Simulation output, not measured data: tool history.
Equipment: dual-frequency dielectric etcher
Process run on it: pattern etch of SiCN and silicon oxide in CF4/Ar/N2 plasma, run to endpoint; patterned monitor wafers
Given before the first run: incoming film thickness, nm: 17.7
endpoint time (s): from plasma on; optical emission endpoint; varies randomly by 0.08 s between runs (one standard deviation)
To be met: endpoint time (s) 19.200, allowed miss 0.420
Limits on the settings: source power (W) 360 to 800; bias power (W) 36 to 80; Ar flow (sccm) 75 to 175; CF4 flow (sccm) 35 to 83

{"run": 1, "hour": 0.0, "source power (W)": 580, "bias power (W)": 58, "Ar flow (sccm)": 125, "CF4 flow (sccm)": 59, "endpoint time (s)": 21.553}
{"run": 2, "hour": 3.6, "source power (W)": 600, "bias power (W)": 58, "Ar flow (sccm)": 125, "CF4 flow (sccm)": 59, "endpoint time (s)": 20.765}
{"run": 3, "hour": 8.3, "source power (W)": 600, "bias power (W)": 58, "Ar flow (sccm)": 117, "CF4 flow (sccm)": 59, "endpoint time (s)": 20.742}
{"run": 4, "hour": 14.9, "source power (W)": 600, "bias power (W)": 58, "Ar flow (sccm)": 138, "CF4 flow (sccm)": 59, "endpoint time (s)": 21.199}
{"run": 5, "hour": 21.2, "source power (W)": 620, "bias power (W)": 58, "Ar flow (sccm)": 138, "CF4 flow (sccm)": 59, "endpoint time (s)": 20.62}
{"run": 6, "hour": 28.7, "source power (W)": 620, "bias power (W)": 52, "Ar flow (sccm)": 138, "CF4 flow (sccm)": 59, "endpoint time (s)": 21.136}
{"run": 7, "hour": 36.7, "source power (W)": 620, "bias power (W)": 52, "Ar flow (sccm)": 138, "CF4 flow (sccm)": 59, "endpoint time (s)": 21.066}
{"run": 8, "hour": 42.2, "source power (W)": 640, "bias power (W)": 52, "Ar flow (sccm)": 138, "CF4 flow (sccm)": 59, "endpoint time (s)": 20.326}
{"run": 9, "hour": 45.1, "source power (W)": 650, "bias power (W)": 52, "Ar flow (sccm)": 138, "CF4 flow (sccm)": 59, "endpoint time (s)": 20.107}
{"run": 10, "hour": 46.9, "source power (W)": 660, "bias power (W)": 52, "Ar flow (sccm)": 138, "CF4 flow (sccm)": 59, "endpoint time (s)": 19.699}

Consider the 5 candidate settings below. Which is the only one whose results all fall within their allowed miss of target?
{"run": "A", "hour": 48.7, "source power (W)": 690, "bias power (W)": 49, "Ar flow (sccm)": 135, "CF4 flow (sccm)": 60, "endpoint time (s)": "?"}
{"run": "B", "hour": 48.7, "source power (W)": 590, "bias power (W)": 72, "Ar flow (sccm)": 141, "CF4 flow (sccm)": 60, "endpoint time (s)": "?"}
{"run": "C", "hour": 48.7, "source power (W)": 700, "bias power (W)": 52, "Ar flow (sccm)": 122, "CF4 flow (sccm)": 58, "endpoint time (s)": "?"}
{"run": "D", "hour": 48.7, "source power (W)": 640, "bias power (W)": 63, "Ar flow (sccm)": 142, "CF4 flow (sccm)": 44, "endpoint time (s)": "?"}
{"run": "E", "hour": 48.7, "source power (W)": 640, "bias power (W)": 58, "Ar flow (sccm)": 130, "CF4 flow (sccm)": 51, "endpoint time (s)": "?"}

move=A endpoint_time_(s)=19.095
move=B endpoint_time_(s)=20.479
move=C endpoint_time_(s)=18.329
move=D endpoint_time_(s)=20.534
move=E endpoint_time_(s)=20.161
A: every result lands within tolerance
B: misses by more than the last run did
C: pushes the last run's worst result past its target
D: misses by more than the last run did
E: misses by more than the last run did
A meets every target.
